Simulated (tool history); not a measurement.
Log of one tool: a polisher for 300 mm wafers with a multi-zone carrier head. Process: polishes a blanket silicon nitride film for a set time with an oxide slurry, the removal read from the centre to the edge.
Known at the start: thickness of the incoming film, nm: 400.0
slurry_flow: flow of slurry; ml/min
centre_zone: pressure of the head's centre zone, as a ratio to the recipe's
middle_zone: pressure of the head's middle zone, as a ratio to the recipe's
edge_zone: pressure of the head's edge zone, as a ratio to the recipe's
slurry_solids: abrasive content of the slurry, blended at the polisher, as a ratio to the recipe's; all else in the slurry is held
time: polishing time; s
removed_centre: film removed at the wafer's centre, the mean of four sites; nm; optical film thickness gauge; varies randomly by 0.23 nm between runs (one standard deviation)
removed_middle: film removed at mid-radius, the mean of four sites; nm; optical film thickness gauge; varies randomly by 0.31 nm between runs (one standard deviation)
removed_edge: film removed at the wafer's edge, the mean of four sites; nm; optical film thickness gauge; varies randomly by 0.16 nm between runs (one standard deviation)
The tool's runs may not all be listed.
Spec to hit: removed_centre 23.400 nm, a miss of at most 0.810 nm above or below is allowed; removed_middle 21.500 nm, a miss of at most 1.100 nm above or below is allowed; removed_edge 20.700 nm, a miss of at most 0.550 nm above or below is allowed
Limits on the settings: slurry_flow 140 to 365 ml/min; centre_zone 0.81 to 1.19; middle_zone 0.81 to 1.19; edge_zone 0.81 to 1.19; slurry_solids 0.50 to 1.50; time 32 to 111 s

Run 1, hour 0.0: slurry_flow 235 ml/min, centre_zone 1.00, middle_zone 1.00, edge_zone 1.00, slurry_solids 1.00, time 71 s. Result: removed_centre 24.460 nm, removed_middle 24.147 nm, removed_edge 24.418 nm.
Run 2, hour 2.1: slurry_flow 230 ml/min, centre_zone 1.01, middle_zone 0.99, edge_zone 0.97, slurry_solids 0.95, time 71 s. Result: removed_centre 23.340 nm, removed_middle 24.372 nm, removed_edge 23.496 nm.
Run 3, hour 9.5: slurry_flow 235 ml/min, centre_zone 1.04, middle_zone 0.97, edge_zone 0.97, slurry_solids 0.90, time 70 s. Result: removed_centre 23.776 nm, removed_middle 22.319 nm, removed_edge 22.485 nm.
Run 4, hour 17.9: slurry_flow 235 ml/min, centre_zone 1.04, middle_zone 0.97, edge_zone 0.97, slurry_solids 0.90, time 57 s. Result: removed_centre 18.897 nm, removed_middle 17.409 nm, removed_edge 18.435 nm.
Run 5, hour 23.5: slurry_flow 235 ml/min, centre_zone 1.04, middle_zone 0.97, edge_zone 1.01, slurry_solids 0.90, time 57 s. Result: removed_centre 19.069 nm, removed_middle 17.797 nm, removed_edge 18.757 nm.
Run 6, hour 31.8: slurry_flow 245 ml/min, centre_zone 1.06, middle_zone 1.00, edge_zone 1.02, slurry_solids 0.90, time 57 s. Result: removed_centre 19.635 nm, removed_middle 18.772 nm, removed_edge 18.527 nm.
Run 7, hour 33.8: slurry_flow 250 ml/min, centre_zone 1.07, middle_zone 1.00, edge_zone 1.03, slurry_solids 0.95, time 57 s. Result: removed_centre 20.685 nm, removed_middle 19.175 nm, removed_edge 19.772 nm.
Run 8, hour 36.2: slurry_flow 260 ml/min, centre_zone 1.08, middle_zone 1.01, edge_zone 1.03, slurry_solids 0.95, time 57 s. Result: removed_centre 20.840 nm, removed_middle 19.566 nm, removed_edge 19.771 nm.
Run 9, hour 39.9: slurry_flow 260 ml/min, centre_zone 1.08, middle_zone 1.01, edge_zone 1.03, slurry_solids 0.95, time 57 s. Result: removed_centre 20.869 nm, removed_middle 19.398 nm, removed_edge 19.894 nm.
Run 10, hour 48.6: slurry_flow 270 ml/min, centre_zone 1.10, middle_zone 1.02, edge_zone 1.03, slurry_solids 0.95, time 57 s. Result: removed_centre 21.323 nm, removed_middle 20.027 nm, removed_edge 19.640 nm.
Run 11, hour 51.3: slurry_flow 275 ml/min, centre_zone 1.11, middle_zone 1.02, edge_zone 1.04, slurry_solids 0.95, time 57 s. Result: removed_centre 21.347 nm, removed_middle 19.950 nm, removed_edge 19.890 nm.
Run 12, hour 53.0: slurry_flow 280 ml/min, centre_zone 1.12, middle_zone 1.03, edge_zone 1.05, slurry_solids 0.95, time 57 s. Result: removed_centre 22.009 nm, removed_middle 19.808 nm, removed_edge 19.932 nm.
Run 13, hour 57.0: slurry_flow 285 ml/min, centre_zone 1.12, middle_zone 1.04, edge_zone 1.06, slurry_solids 0.95, time 57 s. Result: removed_centre 21.906 nm, removed_middle 19.847 nm, removed_edge 20.110 nm.
Run 14, hour 58.3: slurry_flow 290 ml/min, centre_zone 1.13, middle_zone 1.05, edge_zone 1.06, slurry_solids 0.95, time 57 s. Result: removed_centre 22.283 nm, removed_middle 20.354 nm, removed_edge 20.061 nm.
Run 15, hour 62.2: slurry_flow 295 ml/min, centre_zone 1.13, middle_zone 1.06, edge_zone 1.07, slurry_solids 0.95, time 57 s. Result: removed_centre 22.262 nm, removed_middle 20.699 nm, removed_edge 20.277 nm.
Run 16, hour 65.2: slurry_flow 300 ml/min, centre_zone 1.14, middle_zone 1.06, edge_zone 1.07, slurry_solids 0.95, time 57 s. Result: removed_centre 22.320 nm, removed_middle 20.299 nm, removed_edge 19.956 nm.
Run 17, hour 69.3: slurry_flow 300 ml/min, centre_zone 1.14, middle_zone 1.07, edge_zone 1.07, slurry_solids 0.95, time 57 s. Result: removed_centre 22.207 nm, removed_middle 20.366 nm, removed_edge 20.326 nm.
Run 18, hour 71.5: slurry_flow 300 ml/min, centre_zone 1.15, middle_zone 1.08, edge_zone 1.07, slurry_solids 0.95, time 57 s. Result: removed_centre 22.520 nm, removed_middle 21.069 nm, removed_edge 19.973 nm.

5 candidate next runs follow, results not yet known. Just one meets every target within its allowed miss. Identify it.
Run A, hour 73.7: slurry_flow 285 ml/min, centre_zone 1.17, middle_zone 1.11, edge_zone 1.00, slurry_solids 0.90, time 56 s. Result: removed_centre ?, removed_middle ?, removed_edge ?.
Run B, hour 73.7: slurry_flow 285 ml/min, centre_zone 1.07, middle_zone 1.06, edge_zone 1.04, slurry_solids 1.45, time 48 s. Result: removed_centre ?, removed_middle ?, removed_edge ?.
Run C, hour 73.7: slurry_flow 260 ml/min, centre_zone 1.18, middle_zone 1.11, edge_zone 1.09, slurry_solids 1.05, time 55 s. Result: removed_centre ?, removed_middle ?, removed_edge ?.
Run D, hour 73.7: slurry_flow 240 ml/min, centre_zone 1.15, middle_zone 1.03, edge_zone 1.04, slurry_solids 0.95, time 57 s. Result: removed_centre ?, removed_middle ?, removed_edge ?.
Run E, hour 73.7: slurry_flow 295 ml/min, centre_zone 1.05, middle_zone 1.19, edge_zone 1.04, slurry_solids 1.00, time 54 s. Result: removed_centre ?, removed_middle ?, removed_edge ?.

move  removed_centre  removed_middle  removed_edge
   A          22.058          20.067        18.889
   B          21.696          20.778        20.740
   C          23.475          21.193        20.871
   D          22.218          19.349        19.906
   E          20.310          21.869        19.711
A: misses by more than the last run did
B: brings the last run's worst result on target, with another outside its allowed miss
C: hits every target within its allowed miss
D: misses by more than the last run did
E: misses by more than the last run did
Go with C: it meets all targets.
